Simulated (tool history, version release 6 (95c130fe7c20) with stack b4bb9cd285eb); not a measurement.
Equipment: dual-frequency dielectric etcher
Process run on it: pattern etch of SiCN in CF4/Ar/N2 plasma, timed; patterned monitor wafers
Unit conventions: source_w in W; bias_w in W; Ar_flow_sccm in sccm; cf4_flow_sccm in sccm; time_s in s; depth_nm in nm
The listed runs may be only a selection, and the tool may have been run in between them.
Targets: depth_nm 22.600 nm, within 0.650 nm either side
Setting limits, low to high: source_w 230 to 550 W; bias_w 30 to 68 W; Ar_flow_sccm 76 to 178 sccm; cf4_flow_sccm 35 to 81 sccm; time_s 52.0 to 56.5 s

run	hour	source_w	bias_w	Ar_flow_sccm	cf4_flow_sccm	time_s	depth_nm
1	0.0	390	49	127	58	56.5	33.780
2	6.7	390	49	127	64	56.5	34.697
3	10.5	370	48	128	64	56.5	32.487
4	18.8	370	48	128	64	56.5	32.368
5	26.0	350	48	128	64	56.5	30.362
6	31.0	340	48	128	64	56.5	29.629
7	37.9	330	48	128	64	56.5	28.695
8	44.1	320	48	128	64	56.5	27.538
9	51.4	310	48	128	64	56.5	26.674
10	58.1	230	47	129	64	56.5	18.706
11	65.0	240	47	129	64	56.5	19.587
12	68.8	260	47	129	64	56.5	21.626

Which single option among these 4 for the next run brings every result within its allowed miss of target? Just one does.
A	72.6	260	51	158	81	56.5	?
B	72.6	260	42	138	60	56.0	?
C	72.6	260	47	139	68	54.0	?
D	72.6	240	51	126	63	56.5	?

move	depth_nm
A	22.659
B	20.165
C	20.750
D	20.324
A: all results in spec
B: the biggest miss grows against the last run
C: the biggest miss grows against the last run
D: the biggest miss grows against the last run
Move A is the one to make.
